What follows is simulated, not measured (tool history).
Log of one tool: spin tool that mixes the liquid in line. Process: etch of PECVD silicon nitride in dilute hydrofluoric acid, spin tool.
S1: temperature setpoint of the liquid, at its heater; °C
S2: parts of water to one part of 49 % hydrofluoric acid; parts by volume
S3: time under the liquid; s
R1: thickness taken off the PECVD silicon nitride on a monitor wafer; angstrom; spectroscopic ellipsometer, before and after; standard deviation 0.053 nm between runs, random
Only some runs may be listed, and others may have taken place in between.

run 1 hour=0.0 | S1=22.0 S2=300 S3=75 | R1=13.674
run 2 hour=8.3 | S1=24.5 S2=225 S3=75 | R1=21.076
run 3 hour=10.8 | S1=28.0 S2=225 S3=75 | R1=26.465
run 4 hour=15.0 | S1=28.0 S2=150 S3=75 | R1=40.148
run 5 hour=21.7 | S1=28.5 S2=150 S3=75 | R1=40.714
run 6 hour=22.9 | S1=28.5 S2=150 S3=55 | R1=30.269

For run 7, what comes out?
run 7 hour=27.5 | S1=29.0 S2=125 S3=55 | R1=?

Run 7 gave R1 37.394 angstrom.

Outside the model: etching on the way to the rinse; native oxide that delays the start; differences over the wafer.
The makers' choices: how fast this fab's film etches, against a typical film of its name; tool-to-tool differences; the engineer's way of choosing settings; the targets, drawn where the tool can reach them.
